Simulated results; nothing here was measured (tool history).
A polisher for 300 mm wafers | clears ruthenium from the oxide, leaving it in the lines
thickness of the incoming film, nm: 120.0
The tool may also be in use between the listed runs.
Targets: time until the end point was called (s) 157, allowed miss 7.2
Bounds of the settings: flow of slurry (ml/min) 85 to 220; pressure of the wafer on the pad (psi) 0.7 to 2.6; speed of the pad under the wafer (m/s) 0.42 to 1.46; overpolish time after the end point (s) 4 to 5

| run | hour | flow of slurry (ml/min) | pressure of the wafer on the pad (psi) | speed of the pad under the wafer (m/s) | overpolish time after the end point (s) | time until the end point was called (s) |
|---|---|---|---|---|---|---|
| 1 | 0 | 140 | 1.6 | 0.94 | 5 | 125.88 |
| 2 | 6.1 | 165 | 1.6 | 0.94 | 5 | 122.45 |
| 3 | 9.6 | 165 | 1.6 | 0.84 | 5 | 138.14 |
| 4 | 18.4 | 165 | 1.6 | 0.84 | 4 | 135.69 |
|  | 24.2 | slurry nozzle cleaned |
| 5 | 24.2 | 165 | 1.9 | 0.84 | 4 | 109.63 |
| 6 | 28.8 | 165 | 1.8 | 0.84 | 4 | 116.34 |
| 7 | 32.6 | 165 | 1.7 | 0.84 | 4 | 120.73 |
| 8 | 38.4 | 165 | 1.7 | 0.84 | 4 | 123.33 |
| 9 | 46.1 | 160 | 1.6 | 0.84 | 4 | 129.47 |
| 10 | 49.4 | 160 | 1.5 | 0.84 | 4 | 138.24 |
| 11 | 53.1 | 160 | 1.4 | 0.84 | 4 | 148.43 |

Which of these 4 next moves meets every target?
| A | 56.8 | 170 | 1.4 | 0.76 | 5 | ? |
| B | 56.8 | 180 | 1.1 | 0.88 | 4 | ? |
| C | 56.8 | 205 | 1.5 | 0.78 | 5 | ? |
| D | 56.8 | 175 | 1.1 | 1.04 | 4 | ? |

| move | time until the end point was called (s) |
|---|---|
| A | 159.52 |
| B | 170.33 |
| C | 143.05 |
| D | 145.33 |
A: meets every target
B: takes the result that was furthest off past its target
C: further off than the last run
D: further off than the last run
The right move is A.
